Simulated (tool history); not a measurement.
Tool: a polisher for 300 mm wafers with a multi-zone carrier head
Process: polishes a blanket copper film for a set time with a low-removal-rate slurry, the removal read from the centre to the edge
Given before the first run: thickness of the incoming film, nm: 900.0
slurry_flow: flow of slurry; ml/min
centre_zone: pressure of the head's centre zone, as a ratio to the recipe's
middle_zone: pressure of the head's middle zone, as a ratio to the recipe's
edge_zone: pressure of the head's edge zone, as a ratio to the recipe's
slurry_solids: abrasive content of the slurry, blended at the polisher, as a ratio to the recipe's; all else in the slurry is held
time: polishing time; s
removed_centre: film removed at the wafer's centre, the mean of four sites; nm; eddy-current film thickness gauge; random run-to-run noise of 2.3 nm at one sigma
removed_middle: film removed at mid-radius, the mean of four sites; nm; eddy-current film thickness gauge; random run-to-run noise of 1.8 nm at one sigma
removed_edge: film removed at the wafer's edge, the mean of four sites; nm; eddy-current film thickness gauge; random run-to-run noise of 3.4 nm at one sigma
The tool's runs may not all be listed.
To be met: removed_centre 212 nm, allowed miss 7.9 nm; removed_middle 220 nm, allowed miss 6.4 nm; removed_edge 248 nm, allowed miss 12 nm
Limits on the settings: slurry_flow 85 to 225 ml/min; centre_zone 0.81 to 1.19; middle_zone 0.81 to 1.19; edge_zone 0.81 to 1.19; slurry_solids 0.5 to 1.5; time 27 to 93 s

run  hour  slurry_flow  centre_zone  middle_zone  edge_zone  slurry_solids  time  removed_centre  removed_middle  removed_edge
  1     0          145            1            1          1              1    59           261.2          262.34        263.64
  2   1.1          145            1            1          1            0.9    59          249.66          251.91        249.94
  3   6.8          140         0.99         0.99       1.01            0.9    59           247.3          251.95        243.14
  4  14.7          125         0.99         0.99       1.01            0.9    59          244.67          245.59        244.58
  5  15.9          125         1.06         0.99       1.01            0.9    59          263.28          248.61        247.64
  6  18.5          120         1.04         0.98       1.03            0.9    59          251.82          244.98        246.96
  7  20.5          115         1.03         0.97       1.04            0.9    59          247.84          239.89           249
  8  25.1          110         1.02         0.96       1.05            0.9    59          244.51          230.61        242.39
  9  28.6          110            1         0.96       1.06            0.9    59          236.68           234.5        254.23
 10  35.1          110         0.99         0.96       1.06            0.9    59          232.08          234.37        246.53
 11  42.9          110         0.98         0.95       1.07            0.9    59          229.35          230.93        250.39
 12  51.1          110         0.97         0.95       1.07            0.9    59          228.01          229.29        249.31
 13  54.1          110         0.96         0.95       1.07            0.9    59          226.09          231.18        245.96
 14  55.5          110         0.96         0.95       1.08            0.9    59          230.04          231.92        254.59
 15  57.5          110         0.95         0.95       1.08            0.9    59          224.43          230.76        247.63

Which single option among these 4 for the next run brings every result within its allowed miss of target? Just one does.
  A  59.5          105         1.02          0.9       1.15           0.95    58               ?               ?             ?
  B  59.5          135         0.88         0.99       1.09           0.65    62               ?               ?             ?
  C  59.5          100         0.99         0.94       1.01              1    58               ?               ?             ?
  D  59.5          140         0.96         0.97       1.19           0.95    52               ?               ?             ?

move  removed_centre  removed_middle  removed_edge
   A          241.68          220.12        255.73
   B          212.55          241.62        247.96
   C          234.92          229.02        241.03
   D          217.41          222.24        242.49
A: corrects the largest miss of the last run, while another result sits out of spec
B: moves away from the targets compared with the last run
C: moves away from the targets compared with the last run
D: all results in spec
The right move is D.
